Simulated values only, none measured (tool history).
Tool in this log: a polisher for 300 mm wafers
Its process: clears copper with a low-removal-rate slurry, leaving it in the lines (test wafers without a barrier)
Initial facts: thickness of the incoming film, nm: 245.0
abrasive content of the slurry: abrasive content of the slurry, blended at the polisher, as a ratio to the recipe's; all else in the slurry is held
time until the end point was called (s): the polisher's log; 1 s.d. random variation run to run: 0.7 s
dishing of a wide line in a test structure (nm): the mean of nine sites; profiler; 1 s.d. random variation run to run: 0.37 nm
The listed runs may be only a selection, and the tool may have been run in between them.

run	hour	flow of slurry (ml/min)	pressure of the wafer on the pad (psi)	speed of the pad under the wafer (m/s)	abrasive content of the slurry	overpolish time after the end point (s)	time until the end point was called (s)	dishing of a wide line in a test structure (nm)
1	0.0	240	2.2	1.36	1.00	10	74.771	21.633
2	1.2	240	2.2	1.36	1.00	11	74.086	23.910
3	7.2	240	2.2	1.36	1.15	11	73.969	24.486
4	10.6	240	2.2	1.36	1.15	7	71.863	16.137
5	19.5	240	2.2	1.36	1.15	8	70.913	18.222
6	23.1	240	2.2	1.02	1.15	8	96.903	14.056

For run 7, what comes out?
7	26.4	240	2.3	1.02	1.15	9	?	?

For run 7 the tool returned time until the end point was called (s) 91.656, dishing of a wide line in a test structure (nm) 16.525.
